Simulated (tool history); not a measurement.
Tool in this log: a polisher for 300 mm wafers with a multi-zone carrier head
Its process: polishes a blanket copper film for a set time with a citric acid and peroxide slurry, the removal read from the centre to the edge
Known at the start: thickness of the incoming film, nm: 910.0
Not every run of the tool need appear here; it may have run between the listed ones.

| run | hour | flow of slurry (ml/min) | pressure of the head's centre zone | pressure of the head's middle zone | pressure of the head's edge zone | abrasive content of the slurry | polishing time (s) | film removed at the wafer's centre (angstrom) | film removed at mid-radius (angstrom) | film removed at the wafer's edge (angstrom) |
|---|---|---|---|---|---|---|---|---|---|---|
| 1 | 0.0 | 130 | 1.00 | 1.00 | 1.00 | 1.00 | 75 | 1374.5 | 1360.9 | 1373.8 |
| 2 | 8.5 | 115 | 1.01 | 0.94 | 0.97 | 0.90 | 75 | 1333.8 | 1237.4 | 1318.2 |
| 3 | 16.8 | 115 | 1.01 | 1.02 | 0.97 | 0.90 | 75 | 1325.9 | 1320.0 | 1301.2 |
| 4 | 23.2 | 115 | 1.01 | 1.02 | 0.97 | 0.75 | 75 | 1283.3 | 1287.7 | 1274.2 |
| 5 | 25.5 | 95 | 1.01 | 1.02 | 0.97 | 0.75 | 75 | 1204.2 | 1199.4 | 1235.6 |
| 6 | 26.2 | 95 | 1.01 | 0.99 | 0.97 | 0.75 | 75 | 1210.8 | 1200.9 | 1223.1 |

Expected results for the next run?
| 7 | 27.9 | 90 | 1.04 | 0.93 | 0.98 | 0.70 | 74 | ? | ? | ? |

film removed at the wafer's centre (angstrom): 1170.4
film removed at mid-radius (angstrom): 1070.2
film removed at the wafer's edge (angstrom): 1166.2

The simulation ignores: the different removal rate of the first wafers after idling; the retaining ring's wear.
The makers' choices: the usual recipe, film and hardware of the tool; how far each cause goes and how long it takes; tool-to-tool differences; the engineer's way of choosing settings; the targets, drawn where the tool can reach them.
